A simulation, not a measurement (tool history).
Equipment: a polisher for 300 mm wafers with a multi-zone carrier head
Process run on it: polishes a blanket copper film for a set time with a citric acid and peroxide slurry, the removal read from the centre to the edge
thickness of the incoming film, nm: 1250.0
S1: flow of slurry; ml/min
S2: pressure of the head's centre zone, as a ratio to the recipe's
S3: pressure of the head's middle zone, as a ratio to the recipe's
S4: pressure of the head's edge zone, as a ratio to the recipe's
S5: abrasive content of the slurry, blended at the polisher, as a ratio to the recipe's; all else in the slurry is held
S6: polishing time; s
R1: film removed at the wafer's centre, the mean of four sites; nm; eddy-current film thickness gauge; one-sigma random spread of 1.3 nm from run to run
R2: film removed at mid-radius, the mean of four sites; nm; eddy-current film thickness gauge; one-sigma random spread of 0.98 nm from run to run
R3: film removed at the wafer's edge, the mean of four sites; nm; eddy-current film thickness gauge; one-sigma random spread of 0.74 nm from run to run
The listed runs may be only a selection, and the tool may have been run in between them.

run 1 hour=0.0 | S1=150 S2=1.00 S3=1.00 S4=1.00 S5=1.00 S6=55 | R1=134.580 R2=134.690 R3=138.570
run 2 hour=8.9 | S1=145 S2=1.00 S3=0.99 S4=0.98 S5=0.90 S6=53 | R1=127.640 R2=125.760 R3=127.810
run 3 hour=13.5 | S1=145 S2=1.00 S3=0.99 S4=1.02 S5=0.90 S6=53 | R1=122.480 R2=127.050 R3=130.700
run 4 hour=17.0 | S1=140 S2=0.99 S3=0.98 S4=1.00 S5=0.85 S6=51 | R1=118.200 R2=118.250 R3=122.710
run 5 hour=24.2 | S1=135 S2=0.98 S3=0.97 S4=0.98 S5=0.80 S6=50 | R1=107.630 R2=113.210 R3=117.860
run 6 hour=31.3 | S1=135 S2=0.98 S3=0.97 S4=0.98 S5=0.80 S6=63 | R1=137.430 R2=141.220 R3=146.930
run 7 hour=32.4 | S1=120 S2=1.05 S3=0.91 S4=0.88 S5=0.55 S6=48 | R1=99.362 R2=91.718 R3=96.334
run 8 hour=33.0 | S1=120 S2=1.05 S3=0.91 S4=0.87 S5=0.55 S6=48 | R1=101.920 R2=92.746 R3=95.509
run 9 hour=40.9 | S1=115 S2=1.04 S3=0.91 S4=0.86 S5=0.55 S6=48 | R1=101.090 R2=91.421 R3=95.002
run 10 hour=46.0 | S1=115 S2=1.03 S3=0.91 S4=0.86 S5=0.55 S6=48 | R1=98.377 R2=91.145 R3=95.109
run 11 hour=50.1 | S1=115 S2=1.03 S3=0.91 S4=0.85 S5=0.55 S6=48 | R1=97.747 R2=90.051 R3=92.790

Predict the results of run 12:
run 12 hour=59.0 | S1=115 S2=1.03 S3=0.91 S4=0.85 S5=0.55 S6=48 | R1=? R2=? R3=?

R1: 99.803 nm
R2: 91.471 nm
R3: 95.146 nm
